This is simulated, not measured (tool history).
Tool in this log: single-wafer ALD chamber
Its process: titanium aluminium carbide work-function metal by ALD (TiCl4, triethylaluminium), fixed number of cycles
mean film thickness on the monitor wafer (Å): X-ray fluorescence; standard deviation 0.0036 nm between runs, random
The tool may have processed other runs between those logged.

run  hour  heater temperature setpoint (°C)  triethylaluminium pulse time (s)  mean film thickness on the monitor wafer (Å)
  1     0                               285                             10.64                                        18.086
  2   4.3                               282                             10.04                                        17.662
  3  11.7                               288                             10.04                                        18.055
  4  20.3                               288                              7.52                                        16.922
  5  28.7                               286                              7.36                                        16.718
  6  37.1                               284                              7.25                                         16.49
  7  38.6                               272                               6.2                                        14.684
  8  44.7                               273                              6.23                                        14.812
  9  52.6                               274                              6.25                                        14.918
 10  53.8                               282                              6.97                                        16.201
 11  62.8                               281                              6.95                                        16.024

What does the tool deliver on the next run?
 12  71.3                               280                              6.93                                             ?

{"run 12": {"mean film thickness on the monitor wafer (Å)": 16.012}}
